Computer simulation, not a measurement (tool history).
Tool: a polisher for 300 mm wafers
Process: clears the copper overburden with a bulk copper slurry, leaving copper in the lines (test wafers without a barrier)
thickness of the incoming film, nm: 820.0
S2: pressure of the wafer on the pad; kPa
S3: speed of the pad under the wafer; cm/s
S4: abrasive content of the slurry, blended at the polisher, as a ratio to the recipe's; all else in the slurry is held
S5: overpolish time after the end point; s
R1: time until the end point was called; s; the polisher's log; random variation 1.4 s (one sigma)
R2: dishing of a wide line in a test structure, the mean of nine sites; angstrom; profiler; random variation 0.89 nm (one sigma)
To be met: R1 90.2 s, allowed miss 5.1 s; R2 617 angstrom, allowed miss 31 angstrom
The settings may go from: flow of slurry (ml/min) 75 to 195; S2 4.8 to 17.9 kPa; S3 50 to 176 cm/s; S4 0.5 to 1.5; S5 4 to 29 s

{"run": 1, "day": 0.0, "flow of slurry (ml/min)": 125, "S2": 11, "S3": 112, "S4": 1, "S5": 15, "R1": 116.1, "R2": 557.75}
{"run": 2, "day": 0.308, "flow of slurry (ml/min)": 130, "S2": 11.7, "S3": 112, "S4": 1, "S5": 15, "R1": 115.05, "R2": 592.16}
{"run": 3, "day": 0.65, "flow of slurry (ml/min)": 130, "S2": 12.4, "S3": 114, "S4": 1, "S5": 14, "R1": 105.96, "R2": 573.75}
{"run": 4, "day": 0.679, "flow of slurry (ml/min)": 100, "S2": 12.4, "S3": 114, "S4": 1, "S5": 14, "R1": 114.08, "R2": 548.5}
{"run": 5, "day": 0.996, "flow of slurry (ml/min)": 75, "S2": 12.4, "S3": 114, "S4": 1, "S5": 14, "R1": 123.93, "R2": 518.88}
{"run": 6, "day": 1.175, "flow of slurry (ml/min)": 90, "S2": 12.4, "S3": 114, "S4": 1, "S5": 14, "R1": 113.91, "R2": 558.37}
{"run": 7, "day": 1.367, "flow of slurry (ml/min)": 100, "S2": 12.4, "S3": 114, "S4": 1, "S5": 14, "R1": 113.48, "R2": 560.94}
{"run": 8, "day": 1.679, "flow of slurry (ml/min)": 110, "S2": 12.4, "S3": 114, "S4": 1, "S5": 14, "R1": 109.71, "R2": 560.43}
{"run": 9, "day": 2.033, "flow of slurry (ml/min)": 120, "S2": 12.4, "S3": 114, "S4": 1, "S5": 14, "R1": 108.67, "R2": 582.37}

5 next moves are on the table. One of them brings every result within its allowed miss. Which?
{"run": "A", "day": 2.388, "flow of slurry (ml/min)": 155, "S2": 10.3, "S3": 156, "S4": 0.85, "S5": 14, "R1": "?", "R2": "?"}
{"run": "B", "day": 2.388, "flow of slurry (ml/min)": 135, "S2": 15.2, "S3": 78, "S4": 0.8, "S5": 19, "R1": "?", "R2": "?"}
{"run": "C", "day": 2.388, "flow of slurry (ml/min)": 160, "S2": 11.7, "S3": 156, "S4": 0.95, "S5": 11, "R1": "?", "R2": "?"}
{"run": "D", "day": 2.388, "flow of slurry (ml/min)": 195, "S2": 11, "S3": 84, "S4": 1.05, "S5": 20, "R1": "?", "R2": "?"}
{"run": "E", "day": 2.388, "flow of slurry (ml/min)": 165, "S2": 11.7, "S3": 102, "S4": 0.95, "S5": 17, "R1": "?", "R2": "?"}

move=A R1=93.087 R2=638.85
move=B R1=134.7 R2=648.05
move=C R1=81.506 R2=608.61
move=D R1=141.35 R2=621.68
move=E R1=119.69 R2=628.55
A: meets every target
B: further off than the last run
C: takes the result that was furthest off past its target
D: further off than the last run
E: further off than the last run
Move A is the one to make.

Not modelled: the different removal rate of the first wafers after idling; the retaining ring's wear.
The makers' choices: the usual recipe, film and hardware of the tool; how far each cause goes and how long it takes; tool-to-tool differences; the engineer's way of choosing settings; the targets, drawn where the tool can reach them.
